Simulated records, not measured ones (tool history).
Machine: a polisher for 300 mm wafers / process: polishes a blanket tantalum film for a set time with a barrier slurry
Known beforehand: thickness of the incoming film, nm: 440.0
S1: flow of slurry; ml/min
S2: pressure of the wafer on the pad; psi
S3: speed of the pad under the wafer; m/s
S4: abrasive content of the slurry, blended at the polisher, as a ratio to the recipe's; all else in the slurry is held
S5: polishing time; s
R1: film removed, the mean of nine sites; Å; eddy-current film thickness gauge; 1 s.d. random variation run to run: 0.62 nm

run 1 hour=0 | S1=305 S2=1.9 S3=0.8 S4=1 S5=37 | R1=440.04
run 2 hour=8.4 | S1=305 S2=2 S3=0.8 S4=1 S5=37 | R1=458.08
run 3 hour=12.7 | S1=230 S2=2 S3=0.8 S4=1 S5=37 | R1=446.33
run 4 hour=13.5 | S1=230 S2=2.1 S3=0.8 S4=1 S5=37 | R1=472.56
run 5 hour=15.2 | S1=230 S2=2.2 S3=0.8 S4=1 S5=37 | R1=483.45
run 6 hour=24.1 | S1=230 S2=2.2 S3=0.8 S4=1 S5=37 | R1=484.8
run 7 hour=29.4 | S1=230 S2=2.3 S3=0.8 S4=1 S5=37 | R1=514.14

For run 8, what comes out?
run 8 hour=36.2 | S1=230 S2=2.4 S3=0.8 S4=1 S5=37 | R1=?

{"run 8": {"R1": 521.68}}
